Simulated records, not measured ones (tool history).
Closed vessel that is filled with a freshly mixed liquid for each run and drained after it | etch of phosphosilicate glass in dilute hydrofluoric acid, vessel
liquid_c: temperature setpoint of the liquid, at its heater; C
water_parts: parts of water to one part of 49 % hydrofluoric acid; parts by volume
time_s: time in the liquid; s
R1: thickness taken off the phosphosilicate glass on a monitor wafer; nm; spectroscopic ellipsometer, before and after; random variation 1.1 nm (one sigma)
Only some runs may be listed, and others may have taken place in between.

run 1 day=0 | liquid_c=25 water_parts=55 time_s=35 | R1=128.84
run 2 day=0.071 | liquid_c=21.5 water_parts=55 time_s=35 | R1=112.41
run 3 day=0.254 | liquid_c=21.5 water_parts=55 time_s=30 | R1=96.721
run 4 day=0.492 | liquid_c=23 water_parts=55 time_s=30 | R1=101.9
run 5 day=0.529 | liquid_c=25.5 water_parts=55 time_s=30 | R1=114.5
run 6 day=0.6 | liquid_c=27.5 water_parts=55 time_s=30 | R1=123.37
run 7 day=0.95 | liquid_c=27.5 water_parts=55 time_s=30 | R1=122.17

What does the tool deliver on the next run?
run 8 day=1.075 | liquid_c=31.5 water_parts=45 time_s=30 | R1=?

Logged for run 8: R1 178.21 nm.
